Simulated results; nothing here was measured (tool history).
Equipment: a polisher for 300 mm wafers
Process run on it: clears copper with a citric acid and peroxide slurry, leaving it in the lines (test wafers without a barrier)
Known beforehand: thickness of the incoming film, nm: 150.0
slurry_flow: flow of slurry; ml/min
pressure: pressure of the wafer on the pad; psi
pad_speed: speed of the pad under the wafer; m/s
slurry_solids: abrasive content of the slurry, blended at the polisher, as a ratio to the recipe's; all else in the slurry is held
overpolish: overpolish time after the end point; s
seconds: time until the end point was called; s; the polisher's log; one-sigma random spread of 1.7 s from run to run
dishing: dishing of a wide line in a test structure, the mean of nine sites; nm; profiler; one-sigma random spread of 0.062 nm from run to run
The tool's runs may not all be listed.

run	day	slurry_flow	pressure	pad_speed	slurry_solids	overpolish	seconds	dishing
1	0	225	2.1	0.9	1	17	92.265	16.183
2	0.058	220	1.9	0.92	0.95	14	94.314	12.815
3	0.288	200	1.7	0.94	0.85	12	106.14	10.838
4	0.562	230	1.6	0.9	1	11	109.21	9.5946
5	0.646	230	1.6	1.02	1	11	98.969	10.991
6	0.725	260	1.6	1.02	1	11	99.158	10.918
7	0.925	235	1.7	0.9	1.1	10	106.23	9.5539
8	1.133	235	1.7	0.84	1.2	9	111.31	8.3861
9	1.246	235	1.7	0.84	1.2	9	105.41	8.2467
10	1.617	215	1.7	0.78	1.25	8	114.64	6.9152
11	1.7	200	1.7	0.78	1.3	7	116.48	6.3364
12	1.95	185	1.8	0.76	1.35	7	112.65	6.3666
13	2.133	175	1.8	0.74	1.4	7	118.91	6.148
14	2.158	165	1.9	0.68	1.4	7	123.15	5.9554
15	2.25	135	2	0.62	1.5	5	131.44	4.0954
16	2.479	145	2.1	0.62	1.5	5	124.04	4.2469
17	2.742	155	2.1	0.62	1.5	5	126.61	4.1993
18	3.104	155	2.1	0.64	1.5	5	119.56	4.3265
19	3.15	160	2.1	0.64	1.5	5	121.9	4.4836

Run 20 comes next. What will it give?
20	3.429	165	2.1	0.64	1.5	5	?	?

Run 20 came out at seconds 121 s, dishing 4.4592 nm.
